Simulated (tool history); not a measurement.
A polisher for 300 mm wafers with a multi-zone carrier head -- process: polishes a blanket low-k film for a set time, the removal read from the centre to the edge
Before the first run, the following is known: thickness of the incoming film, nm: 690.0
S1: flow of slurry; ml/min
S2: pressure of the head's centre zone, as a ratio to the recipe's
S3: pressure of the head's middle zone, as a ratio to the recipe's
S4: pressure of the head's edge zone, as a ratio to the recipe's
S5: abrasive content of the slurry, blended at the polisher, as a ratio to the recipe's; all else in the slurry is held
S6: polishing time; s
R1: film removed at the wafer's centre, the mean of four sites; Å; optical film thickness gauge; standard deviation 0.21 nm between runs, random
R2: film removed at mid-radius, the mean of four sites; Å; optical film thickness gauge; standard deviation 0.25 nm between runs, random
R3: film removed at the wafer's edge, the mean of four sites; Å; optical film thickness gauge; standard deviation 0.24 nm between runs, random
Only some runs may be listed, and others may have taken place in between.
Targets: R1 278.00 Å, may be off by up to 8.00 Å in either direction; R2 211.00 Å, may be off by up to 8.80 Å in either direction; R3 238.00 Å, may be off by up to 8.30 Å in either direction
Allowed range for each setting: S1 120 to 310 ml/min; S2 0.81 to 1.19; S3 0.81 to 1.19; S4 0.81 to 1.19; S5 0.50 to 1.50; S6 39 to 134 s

run 1 hour=0.0 | S1=200 S2=1.00 S3=1.00 S4=1.00 S5=1.00 S6=86 | R1=384.21 R2=389.76 R3=390.94
run 2 hour=5.4 | S1=200 S2=1.02 S3=0.97 S4=0.98 S5=0.90 S6=82 | R1=348.62 R2=331.40 R3=342.17
run 3 hour=9.1 | S1=200 S2=1.02 S3=0.97 S4=1.06 S5=0.90 S6=82 | R1=345.08 R2=333.58 R3=355.05
run 4 hour=15.8 | S1=195 S2=1.03 S3=0.95 S4=1.03 S5=0.80 S6=81 | R1=312.05 R2=289.77 R3=310.41
run 5 hour=22.2 | S1=185 S2=1.04 S3=0.93 S4=1.00 S5=0.80 S6=81 | R1=312.81 R2=281.46 R3=309.63
run 6 hour=29.8 | S1=185 S2=1.04 S3=0.93 S4=1.00 S5=0.80 S6=98 | R1=380.51 R2=345.52 R3=370.55
run 7 hour=31.7 | S1=180 S2=1.05 S3=0.91 S4=0.97 S5=0.75 S6=96 | R1=350.12 R2=313.08 R3=331.39
run 8 hour=37.6 | S1=175 S2=1.07 S3=0.89 S4=0.96 S5=0.70 S6=96 | R1=327.57 R2=277.50 R3=304.42
run 9 hour=39.3 | S1=165 S2=1.08 S3=0.87 S4=0.93 S5=0.70 S6=96 | R1=331.62 R2=274.46 R3=300.74
run 10 hour=41.6 | S1=160 S2=1.09 S3=0.86 S4=0.92 S5=0.65 S6=96 | R1=300.94 R2=248.26 R3=276.47
run 11 hour=43.8 | S1=155 S2=1.10 S3=0.85 S4=0.90 S5=0.65 S6=96 | R1=300.70 R2=244.78 R3=266.37
run 12 hour=44.9 | S1=150 S2=1.11 S3=0.84 S4=0.90 S5=0.65 S6=96 | R1=303.62 R2=232.03 R3=269.58
run 13 hour=53.6 | S1=145 S2=1.11 S3=0.84 S4=0.88 S5=0.65 S6=96 | R1=296.46 R2=235.39 R3=266.74
run 14 hour=56.6 | S1=145 S2=1.12 S3=0.84 S4=0.87 S5=0.65 S6=96 | R1=302.99 R2=233.41 R3=262.00
run 15 hour=65.5 | S1=145 S2=1.12 S3=0.84 S4=0.87 S5=0.65 S6=96 | R1=303.10 R2=236.13 R3=262.14
run 16 hour=74.2 | S1=135 S2=1.12 S3=0.81 S4=0.84 S5=0.50 S6=95 | R1=185.13 R2=138.61 R3=162.53
run 17 hour=80.3 | S1=140 S2=1.13 S3=0.83 S4=0.88 S5=0.50 S6=94 | R1=188.35 R2=145.40 R3=163.13
run 18 hour=88.2 | S1=165 S2=1.12 S3=0.83 S4=0.88 S5=0.50 S6=94 | R1=191.99 R2=148.43 R3=167.63
run 19 hour=92.4 | S1=170 S2=1.13 S3=0.84 S4=0.92 S5=0.50 S6=94 | R1=198.14 R2=150.30 R3=172.86
run 20 hour=99.4 | S1=225 S2=1.19 S3=0.94 S4=1.02 S5=0.75 S6=95 | R1=402.63 R2=320.89 R3=346.05
run 21 hour=108.3 | S1=220 S2=1.17 S3=0.91 S4=0.99 S5=0.75 S6=95 | R1=393.35 R2=312.16 R3=336.82
run 22 hour=111.5 | S1=210 S2=1.16 S3=0.89 S4=0.97 S5=0.75 S6=95 | R1=390.23 R2=296.74 R3=342.11
run 23 hour=119.2 | S1=210 S2=1.15 S3=0.88 S4=0.94 S5=0.75 S6=95 | R1=380.82 R2=299.86 R3=329.11
run 24 hour=123.4 | S1=205 S2=1.15 S3=0.87 S4=0.92 S5=0.70 S6=95 | R1=356.14 R2=278.01 R3=304.69
run 25 hour=124.4 | S1=190 S2=1.16 S3=0.88 S4=0.93 S5=0.70 S6=95 | R1=357.98 R2=273.53 R3=299.28
run 26 hour=131.7 | S1=190 S2=1.15 S3=0.87 S4=0.92 S5=0.70 S6=95 | R1=354.80 R2=273.49 R3=300.08
run 27 hour=137.4 | S1=190 S2=1.15 S3=0.86 S4=0.91 S5=0.70 S6=95 | R1=356.97 R2=273.52 R3=301.08
run 28 hour=146.2 | S1=185 S2=1.16 S3=0.87 S4=0.92 S5=0.70 S6=95 | R1=354.77 R2=270.91 R3=305.63
run 29 hour=150.7 | S1=190 S2=1.15 S3=0.86 S4=0.91 S5=0.70 S6=95 | R1=350.15 R2=268.67 R3=305.35

Which one of the following 5 next-run settings gets every result inside its allowed miss? There is exactly one.
run A hour=155.2 | S1=205 S2=1.07 S3=0.84 S4=0.94 S5=0.65 S6=81 | R1=? R2=? R3=?
run B hour=155.2 | S1=155 S2=1.15 S3=1.02 S4=0.87 S5=0.55 S6=103 | R1=? R2=? R3=?
run C hour=155.2 | S1=240 S2=1.14 S3=0.84 S4=0.91 S5=0.70 S6=73 | R1=? R2=? R3=?
run D hour=155.2 | S1=170 S2=1.08 S3=0.89 S4=0.88 S5=0.70 S6=82 | R1=? R2=? R3=?
run E hour=155.2 | S1=250 S2=0.98 S3=0.84 S4=0.91 S5=0.65 S6=86 | R1=? R2=? R3=?

move=A R1=259.28 R2=212.10 R3=240.22
move=B R1=260.78 R2=234.18 R3=219.92
move=C R1=279.08 R2=213.60 R3=237.14
move=D R1=281.02 R2=239.62 R3=252.77
move=E R1=259.19 R2=231.08 R3=256.03
A: takes the result that was furthest off past its target
B: takes the result that was furthest off past its target
C: all results in spec
D: meets the target for the result that was furthest off, but another lies outside its allowed miss
E: takes the result that was furthest off past its target
C is the move that brings every result within its allowed miss.
